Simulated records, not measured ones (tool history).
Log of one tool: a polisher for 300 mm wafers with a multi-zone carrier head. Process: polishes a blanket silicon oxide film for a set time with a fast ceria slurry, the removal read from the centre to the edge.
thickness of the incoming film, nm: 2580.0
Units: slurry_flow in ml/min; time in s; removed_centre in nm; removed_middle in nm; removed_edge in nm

Run 1, hour 0.0: slurry_flow 220 ml/min, centre_zone 1.00, middle_zone 1.00, edge_zone 1.00, time 78 s. Result: removed_centre 773.88 nm, removed_middle 786.63 nm, removed_edge 788.06 nm.
Run 2, hour 1.5: slurry_flow 225 ml/min, centre_zone 1.02, middle_zone 1.02, edge_zone 1.02, time 81 s. Result: removed_centre 826.02 nm, removed_middle 825.71 nm, removed_edge 836.77 nm.
Run 3, hour 5.9: slurry_flow 225 ml/min, centre_zone 1.08, middle_zone 1.02, edge_zone 1.02, time 81 s. Result: removed_centre 879.55 nm, removed_middle 840.28 nm, removed_edge 835.24 nm.
Run 4, hour 6.5: slurry_flow 225 ml/min, centre_zone 1.08, middle_zone 0.98, edge_zone 1.02, time 81 s. Result: removed_centre 865.62 nm, removed_middle 826.22 nm, removed_edge 838.12 nm.
Run 5, hour 11.6: slurry_flow 225 ml/min, centre_zone 1.08, middle_zone 0.93, edge_zone 1.02, time 81 s. Result: removed_centre 865.78 nm, removed_middle 781.16 nm, removed_edge 854.67 nm.
Run 6, hour 13.0: slurry_flow 225 ml/min, centre_zone 1.08, middle_zone 0.99, edge_zone 1.02, time 81 s. Result: removed_centre 890.90 nm, removed_middle 806.61 nm, removed_edge 818.22 nm.

The next listed run, before its measurement:
Run 7, hour 18.6: slurry_flow 230 ml/min, centre_zone 1.07, middle_zone 1.02, edge_zone 1.04, time 84 s. Result: removed_centre ?, removed_middle ?, removed_edge ?.

removed_centre: 898.18 nm
removed_middle: 861.03 nm
removed_edge: 876.20 nm

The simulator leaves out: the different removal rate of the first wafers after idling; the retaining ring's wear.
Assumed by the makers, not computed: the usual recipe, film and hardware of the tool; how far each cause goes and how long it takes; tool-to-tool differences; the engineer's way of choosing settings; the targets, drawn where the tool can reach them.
